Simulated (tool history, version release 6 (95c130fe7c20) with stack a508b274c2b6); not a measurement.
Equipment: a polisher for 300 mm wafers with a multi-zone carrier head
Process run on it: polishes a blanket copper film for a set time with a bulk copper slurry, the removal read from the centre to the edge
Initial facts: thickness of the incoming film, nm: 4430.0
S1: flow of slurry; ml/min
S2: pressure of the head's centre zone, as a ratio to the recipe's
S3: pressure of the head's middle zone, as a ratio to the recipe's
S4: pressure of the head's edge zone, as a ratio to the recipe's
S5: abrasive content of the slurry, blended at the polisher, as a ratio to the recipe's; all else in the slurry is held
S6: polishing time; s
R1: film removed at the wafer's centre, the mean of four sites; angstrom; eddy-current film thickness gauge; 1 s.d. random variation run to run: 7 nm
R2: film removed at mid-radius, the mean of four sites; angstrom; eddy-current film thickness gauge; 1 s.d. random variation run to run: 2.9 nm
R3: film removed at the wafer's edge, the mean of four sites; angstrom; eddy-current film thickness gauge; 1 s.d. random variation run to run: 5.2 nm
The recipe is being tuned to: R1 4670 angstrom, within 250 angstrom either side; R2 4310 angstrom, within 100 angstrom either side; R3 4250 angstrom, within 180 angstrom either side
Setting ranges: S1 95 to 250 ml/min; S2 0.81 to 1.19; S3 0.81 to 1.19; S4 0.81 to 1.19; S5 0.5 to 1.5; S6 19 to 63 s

run,hour,S1,S2,S3,S4,S5,S6,R1,R2,R3
1,0,160,1,1,1,1,41,5319.2,5388.9,5198.8
2,1.1,160,1,1,1,0.85,41,5114.8,5148.9,4973.8
3,8.7,150,1,0.97,0.96,0.8,41,4954.5,4847.5,4830.8
4,16.5,150,1,1.03,0.96,0.8,41,4901.2,5069,4847.2
5,22,150,1.08,1.03,0.96,0.8,41,5443.9,5155.3,4767.5
6,25.4,140,1.07,1.01,0.93,0.75,41,5154.1,4910.7,4653.3
7,26.9,135,1.07,0.99,0.91,0.7,41,4955.2,4736.1,4568.9
8,33.1,110,1.1,0.93,0.82,0.6,41,4715.6,4067.2,3947.8
9,34.5,120,1.08,0.93,0.84,0.6,41,4725.9,4173.5,4079.5

Which single option among these 5 for the next run brings every result within its allowed miss of target? Just one does.
A,35.9,160,1.08,0.91,0.86,0.5,40,?,?,?
B,35.9,140,1.14,0.99,0.81,0.65,37,?,?,?
C,35.9,115,1.03,0.91,0.83,0.65,40,?,?,?
D,35.9,175,1.02,0.93,0.91,0.75,37,?,?,?
E,35.9,155,1.15,1.04,0.81,0.65,36,?,?,?

move,R1,R2,R3
A,4902.3,4112.7,4144.3
B,4913.6,4200.7,3869.4
C,4522,4022.6,4083
D,4769.7,4307.8,4352
E,4946.8,4356.6,3822.7
A: the biggest miss grows against the last run
B: the biggest miss grows against the last run
C: the biggest miss grows against the last run
D: all results land within tolerance of their targets
E: brings the last run's worst result on target, with another outside its allowed miss
Move D is the one to make.
